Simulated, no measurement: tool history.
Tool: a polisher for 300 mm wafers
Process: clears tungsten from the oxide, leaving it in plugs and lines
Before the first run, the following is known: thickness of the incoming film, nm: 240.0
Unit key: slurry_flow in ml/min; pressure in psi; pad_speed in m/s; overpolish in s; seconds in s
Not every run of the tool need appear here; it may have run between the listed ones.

{"run": 1, "hour": 0.0, "slurry_flow": 170, "pressure": 3.7, "pad_speed": 0.96, "slurry_solids": 1.0, "overpolish": 50, "seconds": 51.626}
{"run": 2, "hour": 5.2, "slurry_flow": 170, "pressure": 3.1, "pad_speed": 0.96, "slurry_solids": 1.0, "overpolish": 50, "seconds": 57.491}
{"run": 3, "hour": 12.1, "slurry_flow": 170, "pressure": 2.5, "pad_speed": 0.96, "slurry_solids": 1.0, "overpolish": 50, "seconds": 65.181}
{"run": 4, "hour": 20.9, "slurry_flow": 200, "pressure": 2.5, "pad_speed": 0.96, "slurry_solids": 1.0, "overpolish": 50, "seconds": 63.677}
{"run": 5, "hour": 27.1, "slurry_flow": 200, "pressure": 2.3, "pad_speed": 0.9, "slurry_solids": 1.0, "overpolish": 50, "seconds": 71.998}
{"run": 6, "hour": 32.7, "slurry_flow": 200, "pressure": 2.1, "pad_speed": 0.86, "slurry_solids": 1.0, "overpolish": 50, "seconds": 77.38}
{"run": 7, "hour": 36.3, "slurry_flow": 200, "pressure": 2.1, "pad_speed": 0.86, "slurry_solids": 1.0, "overpolish": 50, "seconds": 75.523}
{"run": 8, "hour": 40.2, "slurry_flow": 200, "pressure": 2.0, "pad_speed": 0.82, "slurry_solids": 1.0, "overpolish": 50, "seconds": 81.377}

Run 9 is up next; what results do you expect?
{"run": 9, "hour": 48.1, "slurry_flow": 200, "pressure": 1.9, "pad_speed": 0.8, "slurry_solids": 1.0, "overpolish": 50, "seconds": "?"}

seconds: 85.310 s
